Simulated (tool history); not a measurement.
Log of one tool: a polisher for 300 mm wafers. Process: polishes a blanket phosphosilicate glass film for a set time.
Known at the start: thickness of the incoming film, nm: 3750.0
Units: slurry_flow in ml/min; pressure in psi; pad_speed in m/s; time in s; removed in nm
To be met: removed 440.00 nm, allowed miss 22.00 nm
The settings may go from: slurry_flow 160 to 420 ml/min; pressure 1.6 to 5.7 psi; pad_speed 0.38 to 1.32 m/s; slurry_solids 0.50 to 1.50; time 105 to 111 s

run  hour  slurry_flow  pressure  pad_speed  slurry_solids  time  removed
  1   0.0          270       3.6       0.84           1.00   105   933.58
  2   8.1          270       3.6       0.84           1.00   111   995.46
  3   9.0          270       3.6       0.84           1.00   105   924.88
  4  13.3          270       4.2       0.84           1.00   105  1034.80
  5  17.6          270       4.2       0.64           1.00   105   843.13
  6  21.4          270       4.2       0.64           0.90   105   799.08
  7  26.3          270       3.7       0.62           0.90   105   703.10
  8  27.3          270       3.3       0.60           0.90   105   634.37
  9  28.5          270       3.0       0.58           0.90   105   575.97
 10  30.9          270       2.8       0.58           0.90   105   546.03
 11  34.0          270       2.6       0.58           0.90   105   529.84
 12  34.6          270       2.4       0.58           0.90   105   486.38

5 next moves are on the table. One of them brings every result within its allowed miss. Which?
  A  35.2          205       2.1       0.62           0.85   105        ?
  B  35.2          270       2.3       0.58           0.90   111        ?
  C  35.2          210       3.0       0.46           0.95   105        ?
  D  35.2          250       2.2       0.46           0.90   105        ?
  E  35.2          270       2.4       0.48           0.80   105        ?

move  removed
   A   450.04
   B   512.68
   C   490.14
   D   388.28
   E   394.10
A: meets every target
B: further off than the last run
C: further off than the last run
D: takes the result that was furthest off past its target
E: takes the result that was furthest off past its target
The right move is A.
